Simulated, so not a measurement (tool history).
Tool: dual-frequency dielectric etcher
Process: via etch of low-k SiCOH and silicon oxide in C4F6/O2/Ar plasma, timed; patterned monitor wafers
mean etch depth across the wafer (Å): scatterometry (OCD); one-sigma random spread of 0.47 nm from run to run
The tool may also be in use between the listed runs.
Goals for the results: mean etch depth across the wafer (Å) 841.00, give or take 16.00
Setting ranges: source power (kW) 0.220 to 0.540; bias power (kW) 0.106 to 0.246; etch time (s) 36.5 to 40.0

run,hour,source power (kW),bias power (kW),etch time (s),mean etch depth across the wafer (Å)
1,0.0,0.380,0.176,40.0,999.96
2,2.7,0.380,0.176,40.0,1009.90
3,6.3,0.440,0.176,40.0,1070.20
4,8.7,0.380,0.170,40.0,1002.90
5,9.3,0.380,0.183,40.0,1013.70
6,18.3,0.340,0.176,39.5,947.33
7,26.4,0.310,0.174,39.5,912.66
8,29.7,0.290,0.172,39.5,888.42
9,31.5,0.280,0.171,39.5,875.49
10,36.5,0.270,0.170,39.5,862.15

Which single option among these 5 for the next run brings every result within its allowed miss of target? Just one does.
A,41.5,0.290,0.161,38.0,?
B,41.5,0.280,0.173,39.5,?
C,41.5,0.280,0.183,39.5,?
D,41.5,0.260,0.245,38.0,?
E,41.5,0.270,0.151,38.0,?

move,mean etch depth across the wafer (Å)
A,842.42
B,877.24
C,888.67
D,892.07
E,806.84
A: hits every target within its allowed miss
B: its largest miss is bigger than the last run's
C: its largest miss is bigger than the last run's
D: its largest miss is bigger than the last run's
E: takes the result that was furthest off past its target
So the answer is move A, the one that meets all the targets.
